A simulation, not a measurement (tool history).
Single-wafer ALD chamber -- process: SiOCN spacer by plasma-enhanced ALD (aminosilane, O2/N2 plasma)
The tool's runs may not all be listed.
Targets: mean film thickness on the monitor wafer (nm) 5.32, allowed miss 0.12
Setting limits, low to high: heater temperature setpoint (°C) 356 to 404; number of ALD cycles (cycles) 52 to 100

run  hour  heater temperature setpoint (°C)  number of ALD cycles (cycles)  mean film thickness on the monitor wafer (nm)
  1     0                               380                             76                                          4.538
  2   8.5                               389                             76                                         4.5679
  3  10.6                               389                             80                                         4.7857
  4  14.7                               389                             83                                          4.982
  5  22.9                               389                             77                                          4.605
  6  27.7                               389                             70                                         4.1636
  7  30.8                               389                             76                                         4.5474
  8  37.7                               389                             80                                         4.7828

Which of these 5 next moves meets every target?
  A  44.6                               390                             94                                              ?
  B  44.6                               392                             72                                              ?
  C  44.6                               386                             89                                              ?
  D  44.6                               388                             95                                              ?
  E  44.6                               385                             95                                              ?

move  mean film thickness on the monitor wafer (nm)
   A                                         5.6004
   B                                         4.2897
   C                                         5.3026
   D                                           5.66
   E                                           5.66
A: pushes the last run's worst result past its target
B: its largest miss is bigger than the last run's
C: in spec on every target
D: pushes the last run's worst result past its target
E: pushes the last run's worst result past its target
The right move is C.

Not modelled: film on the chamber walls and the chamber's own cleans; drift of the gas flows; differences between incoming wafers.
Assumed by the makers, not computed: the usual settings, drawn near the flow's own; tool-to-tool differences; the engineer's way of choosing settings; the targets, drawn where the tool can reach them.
